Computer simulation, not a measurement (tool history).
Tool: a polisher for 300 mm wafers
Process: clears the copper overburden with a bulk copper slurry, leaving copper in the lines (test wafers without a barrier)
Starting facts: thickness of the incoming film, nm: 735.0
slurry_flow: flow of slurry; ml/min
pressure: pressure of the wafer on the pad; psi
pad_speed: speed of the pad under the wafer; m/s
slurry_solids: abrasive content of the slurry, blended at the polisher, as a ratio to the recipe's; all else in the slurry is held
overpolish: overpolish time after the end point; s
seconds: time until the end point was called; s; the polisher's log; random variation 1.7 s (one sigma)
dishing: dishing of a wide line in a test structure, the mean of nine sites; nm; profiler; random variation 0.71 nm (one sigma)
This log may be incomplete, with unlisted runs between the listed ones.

run	hour	slurry_flow	pressure	pad_speed	slurry_solids	overpolish	seconds	dishing
1	0.0	300	1.8	1.00	1.0	22	156.46	65.626
2	4.3	300	1.8	1.00	1.0	30	153.47	79.149
3	10.8	300	2.0	1.00	1.0	30	143.38	84.264
4	14.7	300	2.0	1.00	1.1	30	137.63	85.732
5	18.9	340	2.0	1.00	1.1	30	134.78	85.671
6	19.4	340	2.0	0.84	1.1	30	160.90	79.751

Run 7 is up next; what results do you expect?
7	24.1	340	2.0	0.84	1.1	30	?	?

{"run 7": {"seconds": 156.81, "dishing": 80.603}}
